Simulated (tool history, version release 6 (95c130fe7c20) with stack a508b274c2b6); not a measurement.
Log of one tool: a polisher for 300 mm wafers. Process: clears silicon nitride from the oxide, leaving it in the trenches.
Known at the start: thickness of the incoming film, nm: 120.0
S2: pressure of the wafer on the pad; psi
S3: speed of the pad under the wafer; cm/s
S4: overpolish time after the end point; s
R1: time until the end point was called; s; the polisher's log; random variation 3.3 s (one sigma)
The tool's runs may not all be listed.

run 1 hour=0.0 | flow_of_slurry_(ml/min)=180 S2=3.1 S3=128 S4=28 | R1=78.964
run 2 hour=6.4 | flow_of_slurry_(ml/min)=180 S2=2.6 S3=118 S4=28 | R1=96.794
run 3 hour=12.0 | flow_of_slurry_(ml/min)=180 S2=2.6 S3=106 S4=28 | R1=112.420
run 4 hour=13.6 | flow_of_slurry_(ml/min)=180 S2=2.3 S3=102 S4=28 | R1=129.310
run 5 hour=19.3 | flow_of_slurry_(ml/min)=180 S2=2.3 S3=118 S4=28 | R1=110.840
run 6 hour=21.4 | flow_of_slurry_(ml/min)=180 S2=2.3 S3=118 S4=30 | R1=112.340
run 7 hour=22.1 | flow_of_slurry_(ml/min)=180 S2=2.1 S3=112 S4=30 | R1=129.340
run 8 hour=30.6 | flow_of_slurry_(ml/min)=180 S2=1.9 S3=110 S4=30 | R1=148.640
run 9 hour=38.6 | flow_of_slurry_(ml/min)=180 S2=1.8 S3=110 S4=30 | R1=150.690

Forecast run 10:
run 10 hour=45.1 | flow_of_slurry_(ml/min)=180 S2=1.8 S3=110 S4=30 | R1=?

R1: 149.690 s

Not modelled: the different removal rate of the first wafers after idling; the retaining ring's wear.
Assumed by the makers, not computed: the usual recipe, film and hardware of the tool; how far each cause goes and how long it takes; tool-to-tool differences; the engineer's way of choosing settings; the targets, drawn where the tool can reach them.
